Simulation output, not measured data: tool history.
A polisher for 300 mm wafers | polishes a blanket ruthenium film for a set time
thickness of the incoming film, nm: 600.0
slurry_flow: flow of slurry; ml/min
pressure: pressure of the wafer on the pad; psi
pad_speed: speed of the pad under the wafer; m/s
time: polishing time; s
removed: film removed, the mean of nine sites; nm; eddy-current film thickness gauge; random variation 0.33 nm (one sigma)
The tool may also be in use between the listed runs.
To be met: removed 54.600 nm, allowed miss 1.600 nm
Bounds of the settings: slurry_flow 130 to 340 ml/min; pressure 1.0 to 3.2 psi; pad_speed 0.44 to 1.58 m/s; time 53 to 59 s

run  hour  slurry_flow  pressure  pad_speed  time  removed
  1   0.0          220       2.1       1.00    59   78.375
  2   4.2          220       2.0       1.00    59   75.809
  3  13.1          220       2.0       1.12    59   83.957
  4  14.8          220       2.0       1.24    59   92.205
  5  16.5          220       1.9       1.24    59   89.114
  6  20.5          220       1.9       1.24    53   79.963
  7  22.2          220       1.8       1.24    53   77.888
  8  28.2          220       1.7       1.24    53   74.081

Which of these 4 next moves meets every target?
  A  34.2          225       1.4       1.08    54        ?
  B  34.2          210       1.2       0.96    53        ?
  C  34.2          235       1.5       0.92    53        ?
  D  34.2          245       1.8       0.84    54        ?

move  removed
   A   58.071
   B   45.582
   C   51.386
   D   54.752
A: nearer than the last run, and not there yet
B: takes the result that was furthest off past its target
C: takes the result that was furthest off past its target
D: meets every target
Answer: D
